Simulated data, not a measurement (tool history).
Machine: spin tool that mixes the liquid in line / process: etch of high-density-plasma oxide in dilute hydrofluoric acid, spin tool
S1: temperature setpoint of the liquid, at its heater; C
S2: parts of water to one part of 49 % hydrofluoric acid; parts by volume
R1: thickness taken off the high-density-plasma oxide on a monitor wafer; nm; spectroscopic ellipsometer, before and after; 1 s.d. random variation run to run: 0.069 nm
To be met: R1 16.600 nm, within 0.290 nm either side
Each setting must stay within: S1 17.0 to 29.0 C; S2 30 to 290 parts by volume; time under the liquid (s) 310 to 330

run 1 hour=0.0 | S1=21.0 S2=160 time_under_the_liquid_(s)=310 | R1=13.114
run 2 hour=1.6 | S1=23.0 S2=160 time_under_the_liquid_(s)=310 | R1=14.171
run 3 hour=6.1 | S1=23.0 S2=160 time_under_the_liquid_(s)=330 | R1=15.061
run 4 hour=9.8 | S1=20.0 S2=160 time_under_the_liquid_(s)=330 | R1=13.423
run 5 hour=15.5 | S1=21.5 S2=160 time_under_the_liquid_(s)=330 | R1=14.144
run 6 hour=20.6 | S1=20.0 S2=160 time_under_the_liquid_(s)=330 | R1=13.259
run 7 hour=28.6 | S1=24.0 S2=160 time_under_the_liquid_(s)=330 | R1=15.556
run 8 hour=31.4 | S1=24.5 S2=160 time_under_the_liquid_(s)=330 | R1=15.845

Consider the 5 candidate settings below. Which is the only one whose results all fall within their allowed miss of target?
run A hour=34.2 | S1=23.5 S2=140 time_under_the_liquid_(s)=320 | R1=?
run B hour=34.2 | S1=26.5 S2=165 time_under_the_liquid_(s)=315 | R1=?
run C hour=34.2 | S1=27.5 S2=155 time_under_the_liquid_(s)=310 | R1=?
run D hour=34.2 | S1=20.0 S2=125 time_under_the_liquid_(s)=310 | R1=?
run E hour=34.2 | S1=21.5 S2=155 time_under_the_liquid_(s)=330 | R1=?

move=A R1=17.449
move=B R1=15.854
move=C R1=17.441
move=D R1=16.761
move=E R1=14.789
A: the result that was furthest off in the last run now lies on the other side of its target
B: no nearer and no further than the last run
C: the result that was furthest off in the last run now lies on the other side of its target
D: every result within its allowed miss
E: lands further from the targets than the last run did
Correct choice: D, which meets every target
